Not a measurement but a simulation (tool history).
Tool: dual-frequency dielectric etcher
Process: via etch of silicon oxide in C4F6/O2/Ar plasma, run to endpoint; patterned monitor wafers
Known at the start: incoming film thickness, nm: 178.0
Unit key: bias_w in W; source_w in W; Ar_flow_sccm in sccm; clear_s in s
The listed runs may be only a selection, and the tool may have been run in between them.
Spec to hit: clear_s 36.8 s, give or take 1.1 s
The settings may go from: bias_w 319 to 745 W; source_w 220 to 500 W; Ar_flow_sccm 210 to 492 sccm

Run 1, hour 0: bias_w 532 W, source_w 360 W, Ar_flow_sccm 351 sccm. Result: clear_s 41.666 s.
Run 2, hour 5.3: bias_w 554 W, source_w 370 W, Ar_flow_sccm 349 sccm. Result: clear_s 40.643 s.
Run 3, hour 7.8: bias_w 554 W, source_w 420 W, Ar_flow_sccm 349 sccm. Result: clear_s 39.512 s.
Run 4, hour 11.1: bias_w 519 W, source_w 420 W, Ar_flow_sccm 349 sccm. Result: clear_s 40.042 s.
Run 5, hour 14.4: bias_w 599 W, source_w 420 W, Ar_flow_sccm 349 sccm. Result: clear_s 38.261 s.
Run 6, hour 21.7: bias_w 511 W, source_w 420 W, Ar_flow_sccm 349 sccm. Result: clear_s 40.847 s.
Run 7, hour 25.4: bias_w 530 W, source_w 430 W, Ar_flow_sccm 347 sccm. Result: clear_s 39.678 s.
Run 8, hour 28.5: bias_w 544 W, source_w 440 W, Ar_flow_sccm 345 sccm. Result: clear_s 38.868 s.
Run 9, hour 37.3: bias_w 554 W, source_w 440 W, Ar_flow_sccm 344 sccm. Result: clear_s 38.8 s.
Run 10, hour 44.9: bias_w 564 W, source_w 440 W, Ar_flow_sccm 343 sccm. Result: clear_s 38.565 s.
Run 11, hour 48.1: bias_w 573 W, source_w 440 W, Ar_flow_sccm 342 sccm. Result: clear_s 38.226 s.
Run 12, hour 56.4: bias_w 580 W, source_w 440 W, Ar_flow_sccm 341 sccm. Result: clear_s 38.118 s.

Exercise: of the 4 proposed moves below, exactly one satisfies all targets within the stated allowed misses. Which move is it?
Run A, hour 64.7: bias_w 502 W, source_w 460 W, Ar_flow_sccm 366 sccm. Result: clear_s ?.
Run B, hour 64.7: bias_w 635 W, source_w 440 W, Ar_flow_sccm 337 sccm. Result: clear_s ?.
Run C, hour 64.7: bias_w 555 W, source_w 440 W, Ar_flow_sccm 348 sccm. Result: clear_s ?.
Run D, hour 64.7: bias_w 565 W, source_w 410 W, Ar_flow_sccm 355 sccm. Result: clear_s ?.

move  clear_s
   A   39.861
   B   37.112
   C   38.945
   D    39.82
A: its largest miss is bigger than the last run's
B: hits every target within its allowed miss
C: its largest miss is bigger than the last run's
D: its largest miss is bigger than the last run's
Go with B: it meets all targets.
